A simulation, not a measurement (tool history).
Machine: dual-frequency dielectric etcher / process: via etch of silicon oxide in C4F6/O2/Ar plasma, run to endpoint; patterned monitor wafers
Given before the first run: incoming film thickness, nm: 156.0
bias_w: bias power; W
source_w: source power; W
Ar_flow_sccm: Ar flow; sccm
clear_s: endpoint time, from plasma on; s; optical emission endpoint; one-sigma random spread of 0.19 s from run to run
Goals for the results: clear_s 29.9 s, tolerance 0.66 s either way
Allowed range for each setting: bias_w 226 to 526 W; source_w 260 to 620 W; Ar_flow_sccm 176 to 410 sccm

run  hour  bias_w  source_w  Ar_flow_sccm  clear_s
  1     0     376       440           293   36.678
  2     8     403       440           293   35.751
  3  13.1     430       460           289   34.582
  4  17.3     452       490           284   32.864
  5  23.8     452       490           326   33.516
  6  29.5     452       550           326   32.324
  7  31.9     467       560           324   31.727
  8  35.2     479       570           323   31.121

Below are 5 possible settings for the next run. Only one of them brings all results inside the allowed miss of their targets. Which is it?
  A  38.5     449       570           322        ?
  B  38.5     498       620           263        ?
  C  38.5     526       570           325        ?
  D  38.5     461       570           308        ?
  E  38.5     474       590           345        ?

move  clear_s
   A   31.886
   B   28.878
   C   30.136
   D   31.377
   E   31.184
A: the biggest miss grows against the last run
B: the result that was furthest off in the last run now lies on the other side of its target
C: each result inside its tolerance
D: the biggest miss grows against the last run
E: the biggest miss grows against the last run
Answer: C
